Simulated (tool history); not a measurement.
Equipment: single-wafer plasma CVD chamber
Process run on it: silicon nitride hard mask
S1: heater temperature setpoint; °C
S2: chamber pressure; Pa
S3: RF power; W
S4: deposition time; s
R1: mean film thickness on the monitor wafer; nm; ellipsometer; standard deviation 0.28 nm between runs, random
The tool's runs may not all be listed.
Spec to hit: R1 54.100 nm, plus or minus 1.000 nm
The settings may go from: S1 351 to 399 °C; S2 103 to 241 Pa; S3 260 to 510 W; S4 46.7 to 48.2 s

Run 1, day 0.000: S1 375 °C, S2 172 Pa, S3 385 W, S4 46.7 s. Result: R1 60.488 nm.
Run 2, day 0.038: S1 375 °C, S2 191 Pa, S3 385 W, S4 46.7 s. Result: R1 63.367 nm.
Run 3, day 0.321: S1 375 °C, S2 175 Pa, S3 380 W, S4 46.7 s. Result: R1 60.696 nm.
Run 4, day 0.662: S1 369 °C, S2 175 Pa, S3 380 W, S4 46.7 s. Result: R1 61.506 nm.
Run 5, day 0.992: S1 377 °C, S2 175 Pa, S3 380 W, S4 46.7 s. Result: R1 60.843 nm.
Run 6, day 1.183: S1 377 °C, S2 160 Pa, S3 380 W, S4 46.7 s. Result: R1 58.495 nm.
Run 7, day 1.217: S1 377 °C, S2 152 Pa, S3 380 W, S4 46.7 s. Result: R1 56.600 nm.
Run 8, day 1.271: S1 378 °C, S2 148 Pa, S3 380 W, S4 46.7 s. Result: R1 56.046 nm.
Run 9, day 1.475: S1 379 °C, S2 145 Pa, S3 380 W, S4 46.7 s. Result: R1 55.324 nm.
Run 10, day 1.796: S1 380 °C, S2 144 Pa, S3 380 W, S4 46.7 s. Result: R1 55.165 nm.

Exercise: of the 5 proposed moves below, exactly one satisfies all targets within the stated allowed misses. Which move is it?
Run A, day 2.117: S1 376 °C, S2 152 Pa, S3 385 W, S4 46.7 s. Result: R1 ?.
Run B, day 2.117: S1 365 °C, S2 127 Pa, S3 460 W, S4 48.2 s. Result: R1 ?.
Run C, day 2.117: S1 392 °C, S2 124 Pa, S3 400 W, S4 47.8 s. Result: R1 ?.
Run D, day 2.117: S1 397 °C, S2 131 Pa, S3 355 W, S4 48.2 s. Result: R1 ?.
Run E, day 2.117: S1 385 °C, S2 148 Pa, S3 345 W, S4 47.2 s. Result: R1 ?.

move      R1
   A  57.029
   B  56.850
   C  52.310
   D  52.121
   E  54.409
A: the biggest miss grows against the last run
B: the biggest miss grows against the last run
C: the result that was furthest off in the last run now lies on the other side of its target
D: the result that was furthest off in the last run now lies on the other side of its target
E: in spec on every target
The right move is E.
